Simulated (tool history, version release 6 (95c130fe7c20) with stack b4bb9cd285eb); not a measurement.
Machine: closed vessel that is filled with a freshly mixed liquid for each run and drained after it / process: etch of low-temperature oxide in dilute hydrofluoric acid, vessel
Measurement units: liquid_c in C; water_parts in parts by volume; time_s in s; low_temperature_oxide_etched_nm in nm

run  hour  liquid_c  water_parts  time_s  low_temperature_oxide_etched_nm
  1   0.0      26.0          235     370                           21.482
  2   6.9      26.0          265     370                           18.592
  3   8.7      23.0          265     370                           16.700
  4  11.0      22.0          265     370                           16.197
  5  12.1      24.5          265     370                           17.273
  6  12.7      23.5          265     370                           16.869

The next listed run, before its measurement:
  7  17.2      22.5          265     370                                ?

Logged for run 7: low_temperature_oxide_etched_nm 16.281 nm.
